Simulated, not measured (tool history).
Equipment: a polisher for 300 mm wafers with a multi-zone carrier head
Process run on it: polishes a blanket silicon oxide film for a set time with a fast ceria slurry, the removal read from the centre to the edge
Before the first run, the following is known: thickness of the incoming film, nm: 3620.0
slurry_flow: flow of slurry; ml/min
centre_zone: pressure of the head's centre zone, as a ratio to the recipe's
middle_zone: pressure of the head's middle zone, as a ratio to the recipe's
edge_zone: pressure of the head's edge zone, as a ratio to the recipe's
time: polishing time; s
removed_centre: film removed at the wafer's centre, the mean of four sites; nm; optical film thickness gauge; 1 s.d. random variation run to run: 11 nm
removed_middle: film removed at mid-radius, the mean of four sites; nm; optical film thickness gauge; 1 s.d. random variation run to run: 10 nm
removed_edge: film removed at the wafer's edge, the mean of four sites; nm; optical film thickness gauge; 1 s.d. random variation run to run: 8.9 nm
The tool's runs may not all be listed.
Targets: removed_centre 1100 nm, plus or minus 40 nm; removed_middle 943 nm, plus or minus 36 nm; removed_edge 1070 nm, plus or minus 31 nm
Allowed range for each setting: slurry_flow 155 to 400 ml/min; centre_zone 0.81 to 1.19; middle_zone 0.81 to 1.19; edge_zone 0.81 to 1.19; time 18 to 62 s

run	hour	slurry_flow	centre_zone	middle_zone	edge_zone	time	removed_centre	removed_middle	removed_edge
1	0	255	1	1	1	40	863.98	881.71	906.93
2	4.3	265	1.04	0.99	1.05	41	923.15	899.67	966.41
3	9.6	265	1.04	0.99	1.05	50	1128.2	1094.5	1161.9
4	14	255	1.05	0.96	1.03	50	1110.8	1044	1127
5	20.2	255	1.13	0.96	1.03	50	1195.8	1072	1157.8
6	27	255	1.05	0.96	1.03	50	1140.5	1065.1	1144.5
7	31	245	1.04	0.93	1.02	50	1124.5	1031.2	1126.2
8	32.5	240	1.04	0.91	1.01	50	1118.6	992.86	1118.1

Which of these 5 next moves meets every target?
A	34	285	1.11	0.83	0.82	50	?	?	?
B	34	155	1.11	0.93	1.02	50	?	?	?
C	34	230	1.09	0.91	0.96	44	?	?	?
D	34	245	1.12	0.82	0.94	45	?	?	?
E	34	295	1.19	0.83	0.84	46	?	?	?

move	removed_centre	removed_middle	removed_edge
A	1224.3	947.19	1076.8
B	1097.4	942.62	1071.5
C	1027.5	875.43	974.15
D	1089.6	828.71	997.11
E	1213.1	874.27	1000.6
A: brings the result that was furthest off to its target, and leaves another outside
B: all results land within tolerance of their targets
C: takes the biggest miss from the last run beyond its target
D: takes the biggest miss from the last run beyond its target
E: takes the biggest miss from the last run beyond its target
B is the move that brings every result within its allowed miss.
